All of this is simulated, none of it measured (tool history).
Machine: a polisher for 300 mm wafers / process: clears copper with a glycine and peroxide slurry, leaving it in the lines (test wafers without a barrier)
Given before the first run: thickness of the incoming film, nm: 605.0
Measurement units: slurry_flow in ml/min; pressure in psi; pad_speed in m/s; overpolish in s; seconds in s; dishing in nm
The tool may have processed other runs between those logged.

run	hour	slurry_flow	pressure	pad_speed	overpolish	seconds	dishing
1	0.0	245	1.7	1.20	16	122.37	53.418
2	1.4	250	1.6	1.20	15	131.73	48.701
3	2.8	250	1.6	1.20	14	127.32	45.602
4	11.5	250	2.0	1.20	14	108.20	53.678
5	19.9	250	1.8	1.20	13	118.81	47.155
6	28.3	250	2.1	1.20	13	103.24	51.566
7	34.5	250	1.9	1.20	13	111.72	48.787

Run 8 comes next. What will it give?
8	39.6	250	1.7	1.20	13	?	?

For run 8 the tool returned seconds 125.05 s, dishing 44.958 nm.
